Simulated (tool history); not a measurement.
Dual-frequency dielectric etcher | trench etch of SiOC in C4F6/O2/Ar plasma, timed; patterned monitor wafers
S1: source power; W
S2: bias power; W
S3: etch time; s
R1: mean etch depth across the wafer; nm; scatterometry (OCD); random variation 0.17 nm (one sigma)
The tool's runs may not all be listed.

run  hour   S1   S2    S3      R1
  1     0  450  174  25.5  58.191
  2     8  450  174  26.5  59.895
  3  11.8  450  174  26.5  60.215
  4  15.1  370  174  26.5  54.899
  5  17.7  370  174  25.5  52.803
  6  25.6  370  201  25.5  55.959

Run 7, settings as shown, results not yet in. Your forecast:
  7  30.5  410  203  25.5   ?

R1: 58.759 nm
